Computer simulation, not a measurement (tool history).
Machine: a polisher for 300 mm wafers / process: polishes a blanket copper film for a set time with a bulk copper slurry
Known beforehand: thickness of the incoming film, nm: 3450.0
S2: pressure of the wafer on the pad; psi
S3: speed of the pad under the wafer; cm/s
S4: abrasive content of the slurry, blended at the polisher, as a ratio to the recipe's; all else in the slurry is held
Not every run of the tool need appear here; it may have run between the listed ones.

run 1 hour=0.0 | flow_of_slurry_(ml/min)=185 S2=3.3 S3=114 S4=1.0 polishing_time_(s)=44 | film_removed_(Å)=6432.2
run 2 hour=5.5 | flow_of_slurry_(ml/min)=200 S2=3.3 S3=114 S4=1.0 polishing_time_(s)=44 | film_removed_(Å)=6463.2
run 3 hour=7.3 | flow_of_slurry_(ml/min)=200 S2=3.3 S3=114 S4=0.9 polishing_time_(s)=44 | film_removed_(Å)=6300.0
run 4 hour=13.8 | flow_of_slurry_(ml/min)=205 S2=3.4 S3=114 S4=0.9 polishing_time_(s)=44 | film_removed_(Å)=6567.9
run 5 hour=20.2 | flow_of_slurry_(ml/min)=210 S2=3.5 S3=114 S4=0.9 polishing_time_(s)=44 | film_removed_(Å)=6774.8
run 6 hour=27.3 | flow_of_slurry_(ml/min)=215 S2=3.5 S3=114 S4=0.9 polishing_time_(s)=44 | film_removed_(Å)=6733.3

Forecast run 7:
run 7 hour=31.0 | flow_of_slurry_(ml/min)=215 S2=3.6 S3=114 S4=0.9 polishing_time_(s)=44 | film_removed_(Å)=?

Run 7 came out at film removed (Å) 6914.6.
